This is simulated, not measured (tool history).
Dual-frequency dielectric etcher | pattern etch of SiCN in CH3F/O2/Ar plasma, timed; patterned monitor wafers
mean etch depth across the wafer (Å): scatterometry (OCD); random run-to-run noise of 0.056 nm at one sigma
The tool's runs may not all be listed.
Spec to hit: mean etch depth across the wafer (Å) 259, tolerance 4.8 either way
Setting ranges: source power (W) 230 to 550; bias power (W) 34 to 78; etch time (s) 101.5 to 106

run	hour	source power (W)	bias power (W)	etch time (s)	mean etch depth across the wafer (Å)
1	0	390	56	101.5	303.52
2	8.7	390	56	101.5	303.14
3	12.8	360	55	101.5	296.73
4	17.8	300	55	101.5	280.87
5	21	290	54	101.5	279.04
6	29.4	290	64	101.5	287.34
7	37.6	280	60	101.5	281.27
8	42.8	270	57	101.5	274.62
9	43.8	260	56	101.5	272.2
10	50.4	250	55	101.5	268.29
11	55.4	250	54	101.5	266.98
12	62.5	250	53	101.5	266.08
13	68.6	250	52	101.5	264.87

Which of these 4 next moves meets every target?
A	74.7	230	59	105	?
B	74.7	230	53	101.5	?
C	74.7	250	59	102.5	?
D	74.7	290	50	101.5	?

move	mean etch depth across the wafer (Å)
A	276.49
B	261.24
C	275.6
D	274.13
A: moves away from the targets compared with the last run
B: every result lands within tolerance
C: moves away from the targets compared with the last run
D: moves away from the targets compared with the last run
Go with B: it meets all targets.
